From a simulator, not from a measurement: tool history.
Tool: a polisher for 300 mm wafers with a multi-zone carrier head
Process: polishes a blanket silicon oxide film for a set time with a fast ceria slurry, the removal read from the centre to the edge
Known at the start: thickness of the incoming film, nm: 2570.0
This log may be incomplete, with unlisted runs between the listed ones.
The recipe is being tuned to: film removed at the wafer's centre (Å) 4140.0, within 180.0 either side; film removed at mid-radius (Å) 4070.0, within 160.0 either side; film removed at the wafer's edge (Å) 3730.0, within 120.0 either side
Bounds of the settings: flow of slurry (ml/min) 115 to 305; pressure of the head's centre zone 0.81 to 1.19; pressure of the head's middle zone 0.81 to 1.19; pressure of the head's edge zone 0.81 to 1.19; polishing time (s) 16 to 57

run	hour	flow of slurry (ml/min)	pressure of the head's centre zone	pressure of the head's middle zone	pressure of the head's edge zone	polishing time (s)	film removed at the wafer's centre (Å)	film removed at mid-radius (Å)	film removed at the wafer's edge (Å)
1	0.0	195	1.00	1.00	1.00	36	3230.1	3232.4	3273.3
2	3.8	220	1.00	1.00	1.00	36	3236.3	3227.7	3261.6
3	8.2	220	1.02	1.02	1.01	37	3355.3	3345.0	3453.6
4	9.9	220	1.04	1.04	0.99	38	3570.0	3501.0	3491.7
5	12.2	220	1.04	1.04	0.96	38	3501.4	3528.2	3345.6
6	17.7	220	1.06	1.06	0.96	38	3531.6	3620.3	3406.3
7	20.9	220	1.06	1.06	0.96	38	3652.9	3571.9	3345.6
8	22.4	220	1.07	1.08	0.97	38	3689.9	3612.7	3358.3
9	24.9	220	1.07	1.09	0.98	38	3635.2	3647.4	3374.8

5 next moves are on the table. One of them brings every result within its allowed miss. Which?
A	27.4	225	1.13	1.13	1.03	41	?	?	?
B	27.4	270	0.81	0.98	0.98	41	?	?	?
C	27.4	290	0.92	1.09	0.97	41	?	?	?
D	27.4	250	1.18	1.12	1.14	37	?	?	?
E	27.4	220	1.03	1.06	1.02	35	?	?	?

move	film removed at the wafer's centre (Å)	film removed at mid-radius (Å)	film removed at the wafer's edge (Å)
A	4209.5	4042.9	3694.3
B	3057.8	3643.3	3655.3
C	3502.0	4008.2	3647.9
D	4007.5	3651.7	3532.2
E	3264.6	3262.9	3137.0
A: all results in spec
B: gets the furthest-off result to its target, but another result is out of tolerance
C: gets the furthest-off result to its target, but another result is out of tolerance
D: moves toward the targets from the last run without getting all of them in spec
E: misses by more than the last run did
The move that meets every target is A.
